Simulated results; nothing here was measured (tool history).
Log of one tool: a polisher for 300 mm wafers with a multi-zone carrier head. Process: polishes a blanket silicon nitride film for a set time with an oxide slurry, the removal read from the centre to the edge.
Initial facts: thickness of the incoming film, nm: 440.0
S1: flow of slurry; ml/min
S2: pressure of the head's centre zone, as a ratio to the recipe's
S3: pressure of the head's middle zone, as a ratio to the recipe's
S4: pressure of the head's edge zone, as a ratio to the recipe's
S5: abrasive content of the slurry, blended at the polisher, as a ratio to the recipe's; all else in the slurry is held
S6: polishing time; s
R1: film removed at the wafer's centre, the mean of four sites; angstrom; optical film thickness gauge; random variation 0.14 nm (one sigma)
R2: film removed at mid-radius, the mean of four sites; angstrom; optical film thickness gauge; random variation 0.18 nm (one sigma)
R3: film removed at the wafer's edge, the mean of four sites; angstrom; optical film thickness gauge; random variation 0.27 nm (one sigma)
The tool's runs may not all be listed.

run    day   S1    S2    S3    S4    S5  S6      R1      R2      R3
  1      0  265     1     1     1     1  42  274.18  254.53  268.67
  2  0.362  245  0.94  1.05  1.04  0.85  41  230.52  237.01  250.46
  3  0.442  230   0.9  1.09  1.05  0.75  40  202.99  226.19   222.7
  4  0.567  230   0.9  1.04  1.05  0.75  40   203.6   214.6  226.55
  5  0.721  230  0.84  1.04  1.05  0.75  40  187.02  219.08  226.75
  6  0.829  230  0.81  1.04  1.05  0.75  40  181.33  214.86  222.04

The next listed run, before its measurement:
  7  0.875  175  0.81  1.14  1.15  0.5  39   ?   ?   ?

R1: 136.38 angstrom
R2: 173.52 angstrom
R3: 179.6 angstrom
